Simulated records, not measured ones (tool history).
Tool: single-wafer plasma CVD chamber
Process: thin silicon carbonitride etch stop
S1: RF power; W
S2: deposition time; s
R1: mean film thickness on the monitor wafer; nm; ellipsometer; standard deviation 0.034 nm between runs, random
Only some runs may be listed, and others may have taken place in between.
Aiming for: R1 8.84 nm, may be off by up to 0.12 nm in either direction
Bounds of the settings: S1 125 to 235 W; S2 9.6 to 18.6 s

| run | hour | S1 | S2 | R1 |
|---|---|---|---|---|
| 1 | 0 | 180 | 14.1 | 6.747 |
| 2 | 7.9 | 180 | 16.1 | 7.6759 |
| 3 | 11.2 | 190 | 16.4 | 8.0538 |
| 4 | 18.1 | 210 | 16.4 | 8.3884 |
| 5 | 20.8 | 215 | 16.4 | 8.442 |
| 6 | 24.7 | 215 | 15.2 | 7.8325 |
| 7 | 28.4 | 220 | 15.5 | 8.0471 |
| 8 | 37.2 | 225 | 15.8 | 8.2902 |
| 9 | 39.6 | 225 | 16 | 8.347 |
| 10 | 41.1 | 225 | 16.2 | 8.4899 |
| 11 | 42.4 | 225 | 16.3 | 8.5203 |

Which of these 5 next moves meets every target?
| A | 43.7 | 225 | 16.1 | ? |
| B | 43.7 | 235 | 16.5 | ? |
| C | 43.7 | 220 | 15.9 | ? |
| D | 43.7 | 195 | 17 | ? |
| E | 43.7 | 215 | 15.9 | ? |

| move | R1 |
|---|---|
| A | 8.4675 |
| B | 8.8306 |
| C | 8.2864 |
| D | 8.425 |
| E | 8.2088 |
A: misses by more than the last run did
B: each result inside its tolerance
C: misses by more than the last run did
D: misses by more than the last run did
E: misses by more than the last run did
B is the move that brings every result within its allowed miss.
